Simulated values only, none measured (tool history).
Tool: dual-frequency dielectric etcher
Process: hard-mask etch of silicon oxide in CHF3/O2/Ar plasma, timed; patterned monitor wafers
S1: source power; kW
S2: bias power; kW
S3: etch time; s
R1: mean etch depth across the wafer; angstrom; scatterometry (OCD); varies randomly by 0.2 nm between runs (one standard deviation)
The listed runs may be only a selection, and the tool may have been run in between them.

run,hour,S1,S2,S3,R1
1,0,0.61,0.133,33,565.62
2,7.6,0.68,0.135,33,587.13
3,15.1,0.73,0.14,33,614.61
4,16.6,0.73,0.122,33,592.88
5,21.9,0.73,0.122,33,591.4
# hour 23.7: bias power generator calibrated
6,23.7,0.78,0.122,33,611.58
7,30.3,0.8,0.126,33,624.5

Run 8 comes next. What will it give?
8,33.4,0.81,0.129,33,?

R1: 631.49 angstrom
